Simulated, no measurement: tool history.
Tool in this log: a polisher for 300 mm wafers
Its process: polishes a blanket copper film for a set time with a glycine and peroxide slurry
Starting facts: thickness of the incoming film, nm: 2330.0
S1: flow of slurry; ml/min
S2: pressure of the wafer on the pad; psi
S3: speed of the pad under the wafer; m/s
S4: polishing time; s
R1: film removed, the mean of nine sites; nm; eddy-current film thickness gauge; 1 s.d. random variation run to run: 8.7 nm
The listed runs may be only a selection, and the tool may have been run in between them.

run 1 hour=0 | S1=220 S2=3.3 S3=1 S4=71 | R1=531.12
run 2 hour=3.9 | S1=220 S2=3.3 S3=1 S4=74 | R1=547.82
run 3 hour=12.3 | S1=245 S2=3.3 S3=1 S4=74 | R1=553.48
run 4 hour=21.2 | S1=245 S2=3.3 S3=0.76 S4=74 | R1=441.56
run 5 hour=28.6 | S1=245 S2=3.6 S3=0.8 S4=74 | R1=485.74
run 6 hour=29.3 | S1=285 S2=3.6 S3=0.8 S4=74 | R1=500.25
run 7 hour=33.4 | S1=285 S2=3.9 S3=0.84 S4=74 | R1=559.79
run 8 hour=34.6 | S1=285 S2=4.1 S3=0.86 S4=74 | R1=598.32

What does the tool deliver on the next run?
run 9 hour=35.3 | S1=285 S2=4.3 S3=0.88 S4=74 | R1=?

{"run 9": {"R1": 638.4}}
